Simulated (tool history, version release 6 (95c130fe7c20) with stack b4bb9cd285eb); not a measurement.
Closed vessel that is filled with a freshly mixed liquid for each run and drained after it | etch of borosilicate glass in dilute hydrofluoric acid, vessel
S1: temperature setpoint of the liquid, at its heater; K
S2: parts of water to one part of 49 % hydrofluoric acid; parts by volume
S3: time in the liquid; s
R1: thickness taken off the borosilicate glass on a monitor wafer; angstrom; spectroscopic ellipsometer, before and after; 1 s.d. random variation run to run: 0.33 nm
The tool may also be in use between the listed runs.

run 1 hour=0.0 | S1=296.15 S2=155 S3=95 | R1=151.54
run 2 hour=6.4 | S1=297.15 S2=145 S3=95 | R1=170.09
run 3 hour=7.7 | S1=298.15 S2=135 S3=95 | R1=189.85
run 4 hour=9.0 | S1=299.15 S2=125 S3=95 | R1=218.89
run 5 hour=17.6 | S1=296.15 S2=125 S3=95 | R1=196.65
run 6 hour=25.4 | S1=296.15 S2=165 S3=95 | R1=140.79
run 7 hour=31.0 | S1=297.15 S2=150 S3=95 | R1=163.56
run 8 hour=39.8 | S1=298.15 S2=140 S3=95 | R1=181.67

Forecast run 9:
run 9 hour=45.4 | S1=298.65 S2=130 S3=95 | R1=?

For run 9 the tool returned R1 207.36 angstrom.
